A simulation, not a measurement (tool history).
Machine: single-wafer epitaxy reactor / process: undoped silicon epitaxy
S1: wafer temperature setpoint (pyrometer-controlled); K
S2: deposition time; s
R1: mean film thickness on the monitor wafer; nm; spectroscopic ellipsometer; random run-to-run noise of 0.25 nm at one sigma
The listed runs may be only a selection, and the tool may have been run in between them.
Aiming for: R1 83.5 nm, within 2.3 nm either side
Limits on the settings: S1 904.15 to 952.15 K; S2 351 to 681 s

Run 1, day 0: S1 928.15 K, S2 516 s. Result: R1 101.26 nm.
Run 2, day 0.242: S1 926.15 K, S2 515 s. Result: R1 96.154 nm.
Run 3, day 0.321: S1 926.15 K, S2 466 s. Result: R1 87.941 nm.
Run 4, day 0.638: S1 926.15 K, S2 493 s. Result: R1 92.477 nm.
Run 5, day 0.946: S1 925.15 K, S2 493 s. Result: R1 90.325 nm.
Run 6, day 1.3: S1 916.15 K, S2 493 s. Result: R1 72.662 nm.
Run 7, day 1.538: S1 918.15 K, S2 494 s. Result: R1 76.367 nm.
Run 8, day 1.575: S1 923.15 K, S2 496 s. Result: R1 86.593 nm.

Of the 4 settings listed for the next run, only one would bring every result within its allowed miss of target. Which one?
Run A, day 1.612: S1 923.15 K, S2 508 s. Result: R1 ?.
Run B, day 1.612: S1 923.15 K, S2 523 s. Result: R1 ?.
Run C, day 1.612: S1 927.15 K, S2 463 s. Result: R1 ?.
Run D, day 1.612: S1 920.15 K, S2 515 s. Result: R1 ?.

move      R1
   A  89.071
   B  91.701
   C  89.015
   D  84.223
A: moves away from the targets compared with the last run
B: moves away from the targets compared with the last run
C: moves away from the targets compared with the last run
D: in spec on every target
D meets every target.
